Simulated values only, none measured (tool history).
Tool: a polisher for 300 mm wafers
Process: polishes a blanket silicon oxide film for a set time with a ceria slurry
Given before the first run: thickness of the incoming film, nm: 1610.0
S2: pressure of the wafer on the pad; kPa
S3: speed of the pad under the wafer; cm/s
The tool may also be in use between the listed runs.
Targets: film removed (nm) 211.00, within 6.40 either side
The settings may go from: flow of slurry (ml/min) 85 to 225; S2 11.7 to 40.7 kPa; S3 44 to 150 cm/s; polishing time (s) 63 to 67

run 1 hour=0.0 | flow_of_slurry_(ml/min)=145 S2=26.2 S3=96 polishing_time_(s)=63 | film_removed_(nm)=347.00
run 2 hour=1.3 | flow_of_slurry_(ml/min)=140 S2=23.4 S3=96 polishing_time_(s)=63 | film_removed_(nm)=306.70
run 3 hour=2.8 | flow_of_slurry_(ml/min)=170 S2=23.4 S3=96 polishing_time_(s)=63 | film_removed_(nm)=320.10
run 4 hour=4.6 | flow_of_slurry_(ml/min)=170 S2=23.4 S3=82 polishing_time_(s)=63 | film_removed_(nm)=278.36
run 5 hour=10.2 | flow_of_slurry_(ml/min)=135 S2=23.4 S3=82 polishing_time_(s)=63 | film_removed_(nm)=265.38
run 6 hour=12.9 | flow_of_slurry_(ml/min)=160 S2=23.4 S3=82 polishing_time_(s)=63 | film_removed_(nm)=269.79
run 7 hour=20.4 | flow_of_slurry_(ml/min)=155 S2=22.1 S3=82 polishing_time_(s)=63 | film_removed_(nm)=259.64
run 8 hour=26.4 | flow_of_slurry_(ml/min)=150 S2=20.7 S3=82 polishing_time_(s)=63 | film_removed_(nm)=237.92
run 9 hour=31.2 | flow_of_slurry_(ml/min)=145 S2=20.0 S3=82 polishing_time_(s)=63 | film_removed_(nm)=231.58
run 10 hour=33.9 | flow_of_slurry_(ml/min)=140 S2=20.0 S3=82 polishing_time_(s)=63 | film_removed_(nm)=230.82
run 11 hour=39.8 | flow_of_slurry_(ml/min)=135 S2=20.0 S3=82 polishing_time_(s)=63 | film_removed_(nm)=225.79
run 12 hour=45.1 | flow_of_slurry_(ml/min)=130 S2=20.0 S3=82 polishing_time_(s)=63 | film_removed_(nm)=224.04
-- hour=46.6 slurry nozzle cleaned
run 13 hour=46.6 | flow_of_slurry_(ml/min)=125 S2=20.0 S3=82 polishing_time_(s)=63 | film_removed_(nm)=244.76
run 14 hour=49.1 | flow_of_slurry_(ml/min)=135 S2=19.3 S3=82 polishing_time_(s)=63 | film_removed_(nm)=242.99
run 15 hour=52.4 | flow_of_slurry_(ml/min)=135 S2=17.9 S3=82 polishing_time_(s)=63 | film_removed_(nm)=225.50

Consider the 4 candidate settings below. Which is the only one whose results all fall within their allowed miss of target?
run A hour=55.7 | flow_of_slurry_(ml/min)=175 S2=21.4 S3=64 polishing_time_(s)=63 | film_removed_(nm)=?
run B hour=55.7 | flow_of_slurry_(ml/min)=135 S2=17.9 S3=88 polishing_time_(s)=66 | film_removed_(nm)=?
run C hour=55.7 | flow_of_slurry_(ml/min)=190 S2=15.9 S3=82 polishing_time_(s)=63 | film_removed_(nm)=?
run D hour=55.7 | flow_of_slurry_(ml/min)=140 S2=14.5 S3=94 polishing_time_(s)=67 | film_removed_(nm)=?

move=A film_removed_(nm)=228.95
move=B film_removed_(nm)=256.18
move=C film_removed_(nm)=214.96
move=D film_removed_(nm)=226.24
A: moves away from the targets compared with the last run
B: moves away from the targets compared with the last run
C: in spec on every target
D: moves away from the targets compared with the last run
C is the move that brings every result within its allowed miss.
